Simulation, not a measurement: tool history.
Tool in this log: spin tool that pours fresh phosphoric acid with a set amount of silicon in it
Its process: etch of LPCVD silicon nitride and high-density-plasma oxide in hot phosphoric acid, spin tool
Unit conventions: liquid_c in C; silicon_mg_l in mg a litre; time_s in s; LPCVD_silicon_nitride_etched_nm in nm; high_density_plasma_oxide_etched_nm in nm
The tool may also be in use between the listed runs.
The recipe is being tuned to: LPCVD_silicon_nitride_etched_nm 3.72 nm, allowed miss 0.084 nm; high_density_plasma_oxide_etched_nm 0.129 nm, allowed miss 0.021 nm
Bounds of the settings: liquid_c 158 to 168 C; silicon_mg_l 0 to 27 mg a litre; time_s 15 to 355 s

run,day,liquid_c,silicon_mg_l,time_s,LPCVD_silicon_nitride_etched_nm,high_density_plasma_oxide_etched_nm
1,0,163,12,180,15.699,0.52999
2,0.354,163,7.5,180,15.644,0.58096
3,0.592,163,1,180,15.715,0.63804
4,0.612,163,0,180,15.652,0.70041
5,0.721,162.5,1.5,160,13.64,0.54878
6,0.975,162,1.5,145,12.155,0.49328
7,1.283,161.5,2.5,130,10.668,0.37108
8,1.492,159,10,40,3.0589,0.089357
9,1.829,160,8.5,35,2.7578,0.09121
10,1.992,160,7.5,35,2.7755,0.095633
11,2.238,160,7,35,2.765,0.091866
12,2.529,160,6.5,35,2.7553,0.09005
13,2.658,160,6,40,3.1476,0.11652
14,2.708,160,5.5,40,3.1486,0.099104
15,2.958,160,5,40,3.1575,0.11206
16,3.329,160,4.5,40,3.1393,0.11181
# day 3.383: dissolved silicon flow meter replaced
17,3.383,160,4,40,3.1614,0.10936
18,3.508,160,3.5,40,3.171,0.11222
19,3.679,160,3,40,3.1442,0.11947
20,3.912,160,3.5,40,3.1591,0.10994
21,4.075,160,3,40,3.1342,0.11357
22,4.433,160,3,50,3.9373,0.14189

Exactly one of the 5 candidate moves below puts every result within its allowed miss. Which one?
A,4.792,158.5,3,50,?,?
B,4.792,163,0,45,?,?
C,4.792,158.5,5,55,?,?
D,4.792,159,2.5,55,?,?
E,4.792,158,5,55,?,?

move,LPCVD_silicon_nitride_etched_nm,high_density_plasma_oxide_etched_nm
A,3.7309,0.13032
B,3.9036,0.17296
C,4.1039,0.13784
D,4.1739,0.15023
E,4.0351,0.13279
A: all results land within tolerance of their targets
B: closes in on the targets versus the last run, not all within tolerance yet
C: the biggest miss grows against the last run
D: the biggest miss grows against the last run
E: the biggest miss grows against the last run
Go with A: it meets all targets.

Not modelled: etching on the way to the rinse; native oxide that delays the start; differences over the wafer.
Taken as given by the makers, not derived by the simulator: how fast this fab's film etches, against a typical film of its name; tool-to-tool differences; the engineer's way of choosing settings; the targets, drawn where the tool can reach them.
